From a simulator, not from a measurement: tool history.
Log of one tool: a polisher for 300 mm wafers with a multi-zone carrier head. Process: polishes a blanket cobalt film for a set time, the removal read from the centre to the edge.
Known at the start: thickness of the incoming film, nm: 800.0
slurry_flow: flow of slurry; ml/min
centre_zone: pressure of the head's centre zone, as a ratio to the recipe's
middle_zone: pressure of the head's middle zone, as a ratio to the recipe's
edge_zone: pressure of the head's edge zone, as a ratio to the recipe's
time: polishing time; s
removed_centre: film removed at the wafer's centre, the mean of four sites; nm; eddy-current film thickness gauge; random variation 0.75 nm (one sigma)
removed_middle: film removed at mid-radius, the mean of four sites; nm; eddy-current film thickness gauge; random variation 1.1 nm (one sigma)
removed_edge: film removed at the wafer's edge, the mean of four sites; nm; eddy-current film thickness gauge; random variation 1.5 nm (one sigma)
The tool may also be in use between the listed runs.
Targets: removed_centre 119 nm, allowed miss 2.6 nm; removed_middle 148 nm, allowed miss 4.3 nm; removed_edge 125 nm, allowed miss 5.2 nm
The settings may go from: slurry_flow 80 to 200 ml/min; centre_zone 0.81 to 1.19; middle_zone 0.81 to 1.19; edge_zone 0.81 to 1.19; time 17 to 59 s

run,hour,slurry_flow,centre_zone,middle_zone,edge_zone,time,removed_centre,removed_middle,removed_edge
1,0,130,1,1,1,38,169.64,169.73,175.44
2,3.4,130,1,1,0.93,38,170.06,169.21,166.91
3,12.4,130,1,1.06,0.93,38,171.52,178.52,170.24
4,15.5,130,0.96,1.08,0.89,35,151.35,166.05,155.25
5,18.8,125,0.95,1.11,0.87,33,140.54,159,141.37
6,22.3,125,0.95,1.11,0.81,33,142.14,158.9,133.95
7,29.6,115,0.93,1.12,0.81,33,133.83,158.76,135.28
8,35.9,110,0.93,1.13,0.81,32,128.09,152.69,129.39
9,44.7,105,0.93,1.14,0.81,32,125.52,150.15,124.24

5 next moves are on the table. One of them brings every result within its allowed miss. Which?
A,53.5,90,0.93,1.1,0.82,32,?,?,?
B,53.5,120,0.89,1.15,0.84,30,?,?,?
C,53.5,95,1.04,1.15,0.81,30,?,?,?
D,53.5,110,0.93,1.13,0.89,30,?,?,?
E,53.5,135,0.89,1.08,0.85,29,?,?,?

move,removed_centre,removed_middle,removed_edge
A,119.43,138.34,122.54
B,119.69,147.5,123.34
C,126.15,137.32,115.67
D,120.87,141.79,124.54
E,119.52,139.08,122.44
A: brings the result that was furthest off to its target, and leaves another outside
B: meets every target
C: further off than the last run
D: brings the result that was furthest off to its target, and leaves another outside
E: brings the result that was furthest off to its target, and leaves another outside
Move B is the one to make.
